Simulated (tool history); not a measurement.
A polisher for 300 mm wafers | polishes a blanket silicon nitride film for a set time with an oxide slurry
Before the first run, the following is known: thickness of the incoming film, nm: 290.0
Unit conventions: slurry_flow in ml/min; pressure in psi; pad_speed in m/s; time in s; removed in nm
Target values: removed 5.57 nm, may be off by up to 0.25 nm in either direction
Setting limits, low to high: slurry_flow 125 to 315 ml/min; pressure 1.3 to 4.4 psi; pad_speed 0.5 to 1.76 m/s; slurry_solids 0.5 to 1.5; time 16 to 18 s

run	hour	slurry_flow	pressure	pad_speed	slurry_solids	time	removed
1	0	205	2.8	1.12	1	18	8.1839
2	1.4	205	3.2	1.12	1	18	9.19
3	8	250	3.2	1.12	1	18	9.5538
4	15.7	250	3.7	1.12	1	18	10.676
5	19.8	250	3.1	1.08	1	18	9.0238
6	24.2	250	3.1	1.28	1	18	9.8379
7	31.4	250	2.6	1.24	1	18	8.5271
8	34.7	250	1.8	1.08	1	18	6.2035
9	40.5	250	1.7	1.08	1	18	5.8883

Consider the 4 candidate settings below. Which is the only one whose results all fall within their allowed miss of target?
A	46.3	280	2.1	0.92	0.95	18	?
B	46.3	285	1.9	1.16	0.9	18	?
C	46.3	240	2	0.76	1.05	18	?
D	46.3	310	1.6	0.78	1.1	18	?

move	removed
A	6.1245
B	6.2917
C	5.586
D	5.1319
A: misses by more than the last run did
B: misses by more than the last run did
C: all results in spec
D: takes the biggest miss from the last run beyond its target
The right move is C.
